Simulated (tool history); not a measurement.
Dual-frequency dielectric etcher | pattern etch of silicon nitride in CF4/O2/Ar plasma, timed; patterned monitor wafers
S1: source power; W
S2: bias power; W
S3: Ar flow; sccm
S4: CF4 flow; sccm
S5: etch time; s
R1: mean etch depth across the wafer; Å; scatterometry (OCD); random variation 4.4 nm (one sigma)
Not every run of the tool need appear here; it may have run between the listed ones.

Run 1, day 0: S1 450 W, S2 56 W, S3 88 sccm, S4 74 sccm, S5 495.5 s. Result: R1 8257.2 Å.
Run 2, day 0.171: S1 430 W, S2 56 W, S3 88 sccm, S4 74 sccm, S5 495.5 s. Result: R1 8054.8 Å.
Run 3, day 0.238: S1 410 W, S2 56 W, S3 88 sccm, S4 74 sccm, S5 495.5 s. Result: R1 7638.7 Å.
Run 4, day 0.55: S1 400 W, S2 56 W, S3 88 sccm, S4 74 sccm, S5 495.5 s. Result: R1 7364 Å.
Run 5, day 0.858: S1 400 W, S2 56 W, S3 88 sccm, S4 81 sccm, S5 495.5 s. Result: R1 7384.9 Å.
Run 6, day 1.117: S1 390 W, S2 56 W, S3 88 sccm, S4 81 sccm, S5 495.5 s. Result: R1 7287 Å.
Run 7, day 1.196: S1 380 W, S2 56 W, S3 88 sccm, S4 81 sccm, S5 495.5 s. Result: R1 7129.2 Å.

Expected results for the next run?
Run 8, day 1.454: S1 370 W, S2 56 W, S3 88 sccm, S4 81 sccm, S5 495.5 s. Result: R1 ?.

{"run 8": {"R1": 6896}}
